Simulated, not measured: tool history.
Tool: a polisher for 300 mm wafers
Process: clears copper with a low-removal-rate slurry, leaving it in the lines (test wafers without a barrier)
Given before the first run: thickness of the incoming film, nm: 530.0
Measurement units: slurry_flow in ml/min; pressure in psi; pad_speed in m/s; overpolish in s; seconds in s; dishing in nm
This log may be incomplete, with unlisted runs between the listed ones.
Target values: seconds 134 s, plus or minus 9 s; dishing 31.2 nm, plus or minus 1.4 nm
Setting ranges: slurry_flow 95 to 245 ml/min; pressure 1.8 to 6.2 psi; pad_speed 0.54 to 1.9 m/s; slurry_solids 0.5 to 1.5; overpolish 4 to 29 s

run	day	slurry_flow	pressure	pad_speed	slurry_solids	overpolish	seconds	dishing
1	0	155	4	1.22	1	15	95.527	52.033
2	0.275	155	4	1.48	1	15	85.461	57.36
3	0.579	155	3.7	1.46	1	14	90.503	52.192
4	0.838	155	4.2	1.46	1	14	78.357	57.987
5	1.212	155	4.2	1.46	1	18	79.236	66.796
6	1.25	155	4.2	1.46	0.8	18	83.88	64.732
7	1.6	185	3.1	1.34	0.85	11	113.02	35.226
8	1.721	185	3	1.34	0.85	11	120.31	33.082
9	1.754	185	2.9	1.34	0.85	11	121.29	33.572

Which single option among these 4 for the next run brings every result within its allowed miss of target? Just one does.
A	1.788	165	2.9	1.3	0.7	11	?	?
B	1.788	180	2.5	1.18	0.9	13	?	?
C	1.788	175	2.4	1.22	0.9	13	?	?
D	1.788	160	3.4	1.2	0.55	13	?	?

move	seconds	dishing
A	136.19	29.986
B	155.36	30.711
C	158.69	30.125
D	131.56	35.636
A: all results land within tolerance of their targets
B: gets the furthest-off result to its target, but another result is out of tolerance
C: gets the furthest-off result to its target, but another result is out of tolerance
D: further off than the last run
The right move is A.
